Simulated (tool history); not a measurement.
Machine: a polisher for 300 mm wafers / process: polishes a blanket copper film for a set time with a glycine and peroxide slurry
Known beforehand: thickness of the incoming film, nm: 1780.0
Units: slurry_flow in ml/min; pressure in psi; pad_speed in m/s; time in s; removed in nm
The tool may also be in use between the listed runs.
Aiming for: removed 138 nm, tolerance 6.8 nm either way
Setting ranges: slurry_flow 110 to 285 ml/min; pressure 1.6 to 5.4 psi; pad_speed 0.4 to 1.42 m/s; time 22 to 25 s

run  hour  slurry_flow  pressure  pad_speed  time  removed
  1     0          180       3.5        0.9    25   180.45
  2   8.5          180         4        0.9    25   207.97
  3  15.1          180       3.6        0.9    25   186.43
  4  21.2          180       3.6       1.12    25   217.47
  5    24          180       3.6       1.22    25   232.79
  6  25.6          180       3.6       1.22    25   242.41
  7  28.4          180       3.3        1.2    25   213.68
  8  30.3          180       3.1        1.2    25    208.2
  9  35.7          180       2.9       1.18    25   195.36
 10  41.5          180       2.7       1.16    25   181.78
 11  44.4          180       2.5       1.16    25   177.93
 12  45.9          180       2.4       1.14    25   166.84
 13  46.9          180       2.3       1.14    25   168.25

Of the 4 settings listed for the next run, only one would bring every result within its allowed miss of target. Which one?
  A  47.9          195       2.3       1.04    25        ?
  B  47.9          165       2.2       1.12    22        ?
  C  47.9          205       2.4       1.28    25        ?
  D  47.9          175       2.4       1.18    22        ?

move  removed
   A   156.23
   B   137.22
   C   188.15
   D   152.15
A: closer than the last run, but not yet in spec
B: hits every target within its allowed miss
C: its largest miss is bigger than the last run's
D: closer than the last run, but not yet in spec
B meets every target.
